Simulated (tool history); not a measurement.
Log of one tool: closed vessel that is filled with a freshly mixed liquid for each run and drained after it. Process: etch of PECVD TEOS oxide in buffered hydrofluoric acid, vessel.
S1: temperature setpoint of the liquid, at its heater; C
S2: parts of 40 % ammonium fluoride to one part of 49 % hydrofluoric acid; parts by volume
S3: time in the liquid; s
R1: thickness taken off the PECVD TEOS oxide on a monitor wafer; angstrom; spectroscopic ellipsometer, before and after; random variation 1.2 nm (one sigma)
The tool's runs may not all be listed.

{"run": 1, "day": 0.0, "S1": 24.0, "S2": 21.5, "S3": 90, "R1": 1115.4}
{"run": 2, "day": 0.342, "S1": 26.0, "S2": 18.5, "S3": 90, "R1": 1399.9}
{"run": 3, "day": 0.429, "S1": 26.0, "S2": 18.5, "S3": 90, "R1": 1414.5}
{"run": 4, "day": 0.567, "S1": 27.5, "S2": 17.0, "S3": 90, "R1": 1654.7}
{"run": 5, "day": 0.892, "S1": 27.5, "S2": 20.5, "S3": 90, "R1": 1398.6}
{"run": 6, "day": 0.971, "S1": 27.5, "S2": 17.5, "S3": 90, "R1": 1618.0}
{"run": 7, "day": 1.262, "S1": 28.5, "S2": 16.5, "S3": 90, "R1": 1803.9}
{"run": 8, "day": 1.325, "S1": 28.5, "S2": 16.5, "S3": 90, "R1": 1808.1}
{"run": 9, "day": 1.592, "S1": 29.5, "S2": 15.5, "S3": 90, "R1": 2002.0}

Run 10 comes next. What will it give?
{"run": 10, "day": 1.833, "S1": 30.0, "S2": 15.0, "S3": 90, "R1": "?"}

{"run 10": {"R1": 2151.4}}

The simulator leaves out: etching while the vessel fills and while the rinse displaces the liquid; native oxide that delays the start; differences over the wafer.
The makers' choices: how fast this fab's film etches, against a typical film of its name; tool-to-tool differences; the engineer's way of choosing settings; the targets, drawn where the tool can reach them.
